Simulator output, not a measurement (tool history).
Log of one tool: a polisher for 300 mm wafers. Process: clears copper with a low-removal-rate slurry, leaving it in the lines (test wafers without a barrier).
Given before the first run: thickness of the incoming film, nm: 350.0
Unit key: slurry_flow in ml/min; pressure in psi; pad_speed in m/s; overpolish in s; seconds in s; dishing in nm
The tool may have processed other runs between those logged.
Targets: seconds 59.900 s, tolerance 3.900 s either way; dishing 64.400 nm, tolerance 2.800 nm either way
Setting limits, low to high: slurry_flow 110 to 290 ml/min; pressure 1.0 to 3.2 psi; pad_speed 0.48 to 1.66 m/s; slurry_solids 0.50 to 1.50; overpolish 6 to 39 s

run,hour,slurry_flow,pressure,pad_speed,slurry_solids,overpolish,seconds,dishing
1,0.0,185,2.1,1.06,1.00,20,127.120,34.897
2,6.4,185,2.1,0.80,1.00,20,162.360,28.923
3,9.9,185,2.1,0.60,1.00,20,195.890,23.944
4,15.9,185,1.6,0.60,1.00,20,258.030,19.036
5,18.0,185,1.8,0.66,1.00,20,213.250,22.082
6,23.3,185,2.0,0.72,1.00,20,180.950,25.901
7,28.3,185,2.1,0.78,1.00,20,165.430,28.269
8,31.5,205,2.7,1.08,1.10,18,95.320,40.806
9,32.3,205,2.7,1.12,1.10,18,93.343,42.245
10,39.1,205,2.8,1.16,1.10,18,84.907,43.714
11,47.7,205,2.8,1.18,1.10,18,86.444,44.305
12,48.7,210,3.2,1.42,1.15,20,64.417,59.130
13,50.7,210,3.2,1.44,1.15,20,65.311,59.179
14,55.3,210,3.2,1.46,1.15,20,62.159,60.330

Consider the 5 candidate settings below. Which is the only one whose results all fall within their allowed miss of target?
A,59.9,220,2.8,1.34,1.20,22,?,?
B,59.9,235,3.1,1.52,1.25,19,?,?
C,59.9,160,3.2,1.60,0.95,18,?,?
D,59.9,220,3.1,1.50,1.35,22,?,?
E,59.9,195,3.2,1.42,1.15,20,?,?

move,seconds,dishing
A,73.216,56.942
B,58.556,60.415
C,59.526,57.903
D,58.704,65.965
E,62.379,60.142
A: its largest miss is bigger than the last run's
B: no better and no worse than the last run
C: its largest miss is bigger than the last run's
D: in spec on every target
E: no better and no worse than the last run
Answer: D
